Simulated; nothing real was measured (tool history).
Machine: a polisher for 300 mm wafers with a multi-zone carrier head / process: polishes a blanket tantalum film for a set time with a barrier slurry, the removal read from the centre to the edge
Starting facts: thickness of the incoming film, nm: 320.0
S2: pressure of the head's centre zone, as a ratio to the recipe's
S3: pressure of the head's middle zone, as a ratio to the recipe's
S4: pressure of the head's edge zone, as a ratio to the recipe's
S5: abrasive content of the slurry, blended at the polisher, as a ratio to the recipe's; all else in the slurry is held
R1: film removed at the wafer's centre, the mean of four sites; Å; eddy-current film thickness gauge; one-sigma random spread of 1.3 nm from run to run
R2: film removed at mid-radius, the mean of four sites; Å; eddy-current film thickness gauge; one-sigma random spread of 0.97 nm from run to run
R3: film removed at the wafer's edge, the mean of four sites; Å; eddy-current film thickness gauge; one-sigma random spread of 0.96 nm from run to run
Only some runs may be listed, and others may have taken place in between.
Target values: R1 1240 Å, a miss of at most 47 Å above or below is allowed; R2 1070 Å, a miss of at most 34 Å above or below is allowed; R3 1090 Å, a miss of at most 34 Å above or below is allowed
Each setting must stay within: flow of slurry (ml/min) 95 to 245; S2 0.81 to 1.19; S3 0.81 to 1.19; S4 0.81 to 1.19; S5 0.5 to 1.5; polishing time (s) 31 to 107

{"run": 1, "hour": 0.0, "flow of slurry (ml/min)": 155, "S2": 1, "S3": 1, "S4": 1, "S5": 1, "polishing time (s)": 69, "R1": 943.22, "R2": 904.4, "R3": 917.68}
{"run": 2, "hour": 7.2, "flow of slurry (ml/min)": 155, "S2": 1, "S3": 1, "S4": 1, "S5": 1, "polishing time (s)": 81, "R1": 1110.1, "R2": 1068, "R3": 1069.7}
{"run": 3, "hour": 15.2, "flow of slurry (ml/min)": 155, "S2": 1.01, "S3": 1, "S4": 1, "S5": 1, "polishing time (s)": 81, "R1": 1098.6, "R2": 1056.5, "R3": 1067.1}
{"run": 4, "hour": 16.7, "flow of slurry (ml/min)": 160, "S2": 1.02, "S3": 1, "S4": 1, "S5": 1, "polishing time (s)": 81, "R1": 1109.6, "R2": 1059.8, "R3": 1073.3}
{"run": 5, "hour": 19.5, "flow of slurry (ml/min)": 160, "S2": 1.03, "S3": 1, "S4": 1, "S5": 1, "polishing time (s)": 81, "R1": 1141.8, "R2": 1067.1, "R3": 1052.1}
{"run": 6, "hour": 26.3, "flow of slurry (ml/min)": 160, "S2": 1.03, "S3": 1, "S4": 1, "S5": 1, "polishing time (s)": 91, "R1": 1292.5, "R2": 1218.1, "R3": 1218.8}
{"run": 7, "hour": 28.9, "flow of slurry (ml/min)": 155, "S2": 1.03, "S3": 0.99, "S4": 0.99, "S5": 1, "polishing time (s)": 91, "R1": 1233.9, "R2": 1169.7, "R3": 1198.1}
{"run": 8, "hour": 33.6, "flow of slurry (ml/min)": 155, "S2": 1.04, "S3": 0.99, "S4": 0.98, "S5": 1, "polishing time (s)": 91, "R1": 1265.2, "R2": 1190.1, "R3": 1174.4}
{"run": 9, "hour": 37.8, "flow of slurry (ml/min)": 110, "S2": 1.08, "S3": 0.91, "S4": 0.94, "S5": 0.95, "polishing time (s)": 91, "R1": 1169.7, "R2": 1024.9, "R3": 1094.1}

4 next moves are on the table. One of them brings every result within its allowed miss. Which?
{"run": "A", "hour": 42.0, "flow of slurry (ml/min)": 115, "S2": 1.07, "S3": 0.91, "S4": 0.83, "S5": 0.8, "polishing time (s)": 94, "R1": "?", "R2": "?", "R3": "?"}
{"run": "B", "hour": 42.0, "flow of slurry (ml/min)": 95, "S2": 0.99, "S3": 0.91, "S4": 0.99, "S5": 0.95, "polishing time (s)": 95, "R1": "?", "R2": "?", "R3": "?"}
{"run": "C", "hour": 42.0, "flow of slurry (ml/min)": 95, "S2": 0.97, "S3": 0.93, "S4": 0.91, "S5": 0.9, "polishing time (s)": 97, "R1": "?", "R2": "?", "R3": "?"}
{"run": "D", "hour": 42.0, "flow of slurry (ml/min)": 110, "S2": 1.11, "S3": 0.92, "S4": 0.84, "S5": 0.85, "polishing time (s)": 98, "R1": "?", "R2": "?", "R3": "?"}

move=A R1=1154.4 R2=1016.4 R3=1055
move=B R1=1069.7 R2=1017.4 R3=1138.3
move=C R1=1056.2 R2=1036.5 R3=1113.1
move=D R1=1248.1 R2=1073.1 R3=1115
A: further off than the last run
B: further off than the last run
C: further off than the last run
D: every result within its allowed miss
So the answer is move D, the one that meets all the targets.

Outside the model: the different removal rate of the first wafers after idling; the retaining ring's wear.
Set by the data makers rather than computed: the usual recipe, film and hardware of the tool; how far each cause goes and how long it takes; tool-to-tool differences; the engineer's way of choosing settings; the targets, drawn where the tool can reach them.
